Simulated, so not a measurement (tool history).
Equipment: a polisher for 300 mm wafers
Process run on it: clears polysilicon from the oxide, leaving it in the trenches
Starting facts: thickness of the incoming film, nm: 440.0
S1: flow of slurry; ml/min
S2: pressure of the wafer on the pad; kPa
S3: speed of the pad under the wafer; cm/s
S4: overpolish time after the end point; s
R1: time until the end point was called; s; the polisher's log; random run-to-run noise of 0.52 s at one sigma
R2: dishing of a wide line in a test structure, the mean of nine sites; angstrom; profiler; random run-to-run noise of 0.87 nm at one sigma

run	hour	S1	S2	S3	S4	R1	R2
1	0	250	22.1	98	13	30.278	475.58
2	5.5	250	19.3	98	15	34.128	482.69
3	11.2	290	19.3	98	15	33.573	498.66
4	18.9	285	17.2	98	15	37.694	499.14
5	20.9	285	17.2	98	11	37.807	452.22
6	27.6	285	19.3	98	11	33.863	454.66
7	33.9	285	17.2	98	12	37.928	461.61

Run 8 is up next; what results do you expect?
# hour 42.3: slurry nozzle cleaned
8	42.3	285	15.9	98	13	?	?

{"run 8": {"R1": 39.056, "R2": 466.99}}
